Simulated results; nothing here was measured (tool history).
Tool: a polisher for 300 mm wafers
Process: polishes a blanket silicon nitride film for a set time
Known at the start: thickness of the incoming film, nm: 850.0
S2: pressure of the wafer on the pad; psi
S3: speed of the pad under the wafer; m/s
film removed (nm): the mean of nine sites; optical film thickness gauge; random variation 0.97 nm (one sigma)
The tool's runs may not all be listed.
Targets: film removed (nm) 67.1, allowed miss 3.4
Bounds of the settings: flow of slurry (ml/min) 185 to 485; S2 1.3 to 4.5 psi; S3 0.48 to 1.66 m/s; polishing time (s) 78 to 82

run 1 day=0 | flow_of_slurry_(ml/min)=310 S2=2.9 S3=1.06 polishing_time_(s)=78 | film_removed_(nm)=118.26
run 2 day=0.254 | flow_of_slurry_(ml/min)=310 S2=2.9 S3=1.06 polishing_time_(s)=82 | film_removed_(nm)=126.43
run 3 day=0.392 | flow_of_slurry_(ml/min)=310 S2=2.9 S3=1.2 polishing_time_(s)=82 | film_removed_(nm)=134.77
run 4 day=0.496 | flow_of_slurry_(ml/min)=250 S2=2.9 S3=1.2 polishing_time_(s)=82 | film_removed_(nm)=134.01
run 5 day=0.692 | flow_of_slurry_(ml/min)=250 S2=2.9 S3=1.46 polishing_time_(s)=82 | film_removed_(nm)=158.65
run 6 day=0.879 | flow_of_slurry_(ml/min)=250 S2=2.9 S3=1.66 polishing_time_(s)=82 | film_removed_(nm)=173.61
run 7 day=0.979 | flow_of_slurry_(ml/min)=245 S2=2.6 S3=1.52 polishing_time_(s)=81 | film_removed_(nm)=143.17
run 8 day=1.021 | flow_of_slurry_(ml/min)=240 S2=2.3 S3=1.42 polishing_time_(s)=80 | film_removed_(nm)=119.14
run 9 day=1.375 | flow_of_slurry_(ml/min)=240 S2=2.1 S3=1.34 polishing_time_(s)=80 | film_removed_(nm)=102.83
run 10 day=1.712 | flow_of_slurry_(ml/min)=240 S2=1.9 S3=1.3 polishing_time_(s)=80 | film_removed_(nm)=91.717
run 11 day=1.75 | flow_of_slurry_(ml/min)=240 S2=1.8 S3=1.28 polishing_time_(s)=80 | film_removed_(nm)=86.054
run 12 day=1.988 | flow_of_slurry_(ml/min)=240 S2=1.8 S3=1.28 polishing_time_(s)=80 | film_removed_(nm)=87.016
run 13 day=2.312 | flow_of_slurry_(ml/min)=240 S2=1.7 S3=1.26 polishing_time_(s)=80 | film_removed_(nm)=82.18
run 14 day=2.488 | flow_of_slurry_(ml/min)=240 S2=1.6 S3=1.24 polishing_time_(s)=80 | film_removed_(nm)=75.58

Which of these 4 next moves meets every target?
run A day=2.662 | flow_of_slurry_(ml/min)=225 S2=1.5 S3=1.2 polishing_time_(s)=78 | film_removed_(nm)=?
run B day=2.662 | flow_of_slurry_(ml/min)=235 S2=1.7 S3=1.22 polishing_time_(s)=82 | film_removed_(nm)=?
run C day=2.662 | flow_of_slurry_(ml/min)=270 S2=1.5 S3=1.44 polishing_time_(s)=79 | film_removed_(nm)=?
run D day=2.662 | flow_of_slurry_(ml/min)=245 S2=1.8 S3=1.32 polishing_time_(s)=82 | film_removed_(nm)=?

move=A film_removed_(nm)=64.644
move=B film_removed_(nm)=77.991
move=C film_removed_(nm)=77.518
move=D film_removed_(nm)=88.182
A: meets every target
B: further off than the last run
C: further off than the last run
D: further off than the last run
The right move is A.
